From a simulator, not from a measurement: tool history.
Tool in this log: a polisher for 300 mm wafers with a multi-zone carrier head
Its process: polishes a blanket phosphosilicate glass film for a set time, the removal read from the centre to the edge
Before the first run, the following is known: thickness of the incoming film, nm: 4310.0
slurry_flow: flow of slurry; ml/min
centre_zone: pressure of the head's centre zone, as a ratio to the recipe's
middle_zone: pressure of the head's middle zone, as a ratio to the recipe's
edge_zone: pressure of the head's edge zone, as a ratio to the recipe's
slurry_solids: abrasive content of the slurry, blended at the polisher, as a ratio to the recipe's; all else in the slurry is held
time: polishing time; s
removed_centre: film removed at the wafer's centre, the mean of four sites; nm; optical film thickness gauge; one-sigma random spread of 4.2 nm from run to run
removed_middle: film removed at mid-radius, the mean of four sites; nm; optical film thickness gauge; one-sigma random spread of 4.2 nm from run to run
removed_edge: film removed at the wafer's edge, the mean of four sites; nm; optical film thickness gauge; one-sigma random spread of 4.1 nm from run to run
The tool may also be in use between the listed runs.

{"run": 1, "hour": 0.0, "slurry_flow": 290, "centre_zone": 1, "middle_zone": 1, "edge_zone": 1, "slurry_solids": 1, "time": 49, "removed_centre": 281.92, "removed_middle": 277.42, "removed_edge": 277.09}
{"run": 2, "hour": 3.3, "slurry_flow": 290, "centre_zone": 1, "middle_zone": 1.02, "edge_zone": 1.02, "slurry_solids": 1.05, "time": 49, "removed_centre": 284.93, "removed_middle": 281.54, "removed_edge": 279.07}
{"run": 3, "hour": 6.1, "slurry_flow": 290, "centre_zone": 1, "middle_zone": 1.08, "edge_zone": 1.02, "slurry_solids": 1.05, "time": 49, "removed_centre": 279.4, "removed_middle": 290.76, "removed_edge": 286.77}
{"run": 4, "hour": 7.8, "slurry_flow": 290, "centre_zone": 1, "middle_zone": 1.11, "edge_zone": 1.02, "slurry_solids": 1.05, "time": 49, "removed_centre": 290.07, "removed_middle": 301.91, "removed_edge": 279.72}
{"run": 5, "hour": 13.6, "slurry_flow": 290, "centre_zone": 1.04, "middle_zone": 1.11, "edge_zone": 1.02, "slurry_solids": 1.05, "time": 49, "removed_centre": 295.03, "removed_middle": 297.68, "removed_edge": 295.21}
{"run": 6, "hour": 17.8, "slurry_flow": 290, "centre_zone": 1.04, "middle_zone": 1.13, "edge_zone": 1.03, "slurry_solids": 1.1, "time": 49, "removed_centre": 300.1, "removed_middle": 313.44, "removed_edge": 294.37}

Run 7 has not been measured yet. What should we expect?
{"run": 7, "hour": 20.8, "slurry_flow": 285, "centre_zone": 1.05, "middle_zone": 1.13, "edge_zone": 1.06, "slurry_solids": 1.15, "time": 49, "removed_centre": "?", "removed_middle": "?", "removed_edge": "?"}

removed_centre: 312.14 nm
removed_middle: 314.68 nm
removed_edge: 303.07 nm

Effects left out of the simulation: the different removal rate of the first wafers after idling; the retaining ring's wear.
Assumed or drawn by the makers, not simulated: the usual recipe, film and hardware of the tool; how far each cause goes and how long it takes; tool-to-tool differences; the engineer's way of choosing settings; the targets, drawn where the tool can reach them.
